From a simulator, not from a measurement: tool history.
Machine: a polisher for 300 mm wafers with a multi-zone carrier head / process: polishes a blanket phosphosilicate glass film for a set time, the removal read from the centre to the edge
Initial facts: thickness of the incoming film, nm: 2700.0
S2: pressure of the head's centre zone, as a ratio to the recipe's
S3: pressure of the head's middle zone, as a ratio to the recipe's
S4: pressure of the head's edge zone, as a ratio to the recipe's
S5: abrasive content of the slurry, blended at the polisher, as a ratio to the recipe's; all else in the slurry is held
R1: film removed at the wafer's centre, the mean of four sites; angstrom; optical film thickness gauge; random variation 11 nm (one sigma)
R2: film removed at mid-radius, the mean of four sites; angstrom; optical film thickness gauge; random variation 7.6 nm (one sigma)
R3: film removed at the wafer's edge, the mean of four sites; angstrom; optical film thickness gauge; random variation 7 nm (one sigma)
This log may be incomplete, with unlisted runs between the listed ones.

run 1 hour=0 | flow_of_slurry_(ml/min)=165 S2=1 S3=1 S4=1 S5=1 polishing_time_(s)=78 | R1=10328 R2=10294 R3=10016
run 2 hour=6.1 | flow_of_slurry_(ml/min)=155 S2=1.02 S3=0.96 S4=1 S5=0.95 polishing_time_(s)=78 | R1=10183 R2=9573.3 R3=9832.4
run 3 hour=13.4 | flow_of_slurry_(ml/min)=155 S2=0.99 S3=0.96 S4=1 S5=0.95 polishing_time_(s)=78 | R1=9837.9 R2=9619.5 R3=9889.8
run 4 hour=21.4 | flow_of_slurry_(ml/min)=155 S2=0.99 S3=0.89 S4=1 S5=0.95 polishing_time_(s)=78 | R1=9807.6 R2=8941 R3=9928.9
run 5 hour=24.9 | flow_of_slurry_(ml/min)=155 S2=0.99 S3=0.89 S4=1 S5=0.95 polishing_time_(s)=61 | R1=7738.8 R2=6991.3 R3=7611.5
run 6 hour=27.7 | flow_of_slurry_(ml/min)=155 S2=0.99 S3=0.89 S4=1 S5=0.95 polishing_time_(s)=74 | R1=9409.7 R2=8549.5 R3=9379.6
run 7 hour=33.8 | flow_of_slurry_(ml/min)=150 S2=1.01 S3=0.87 S4=0.99 S5=0.95 polishing_time_(s)=74 | R1=9476.4 R2=8398.4 R3=9377.5

Run 8 comes next. What will it give?
run 8 hour=42.1 | flow_of_slurry_(ml/min)=150 S2=1.01 S3=0.87 S4=0.99 S5=0.95 polishing_time_(s)=74 | R1=? R2=? R3=?

Logged for run 8: R1 9651.8 angstrom, R2 8278.2 angstrom, R3 9312.5 angstrom.

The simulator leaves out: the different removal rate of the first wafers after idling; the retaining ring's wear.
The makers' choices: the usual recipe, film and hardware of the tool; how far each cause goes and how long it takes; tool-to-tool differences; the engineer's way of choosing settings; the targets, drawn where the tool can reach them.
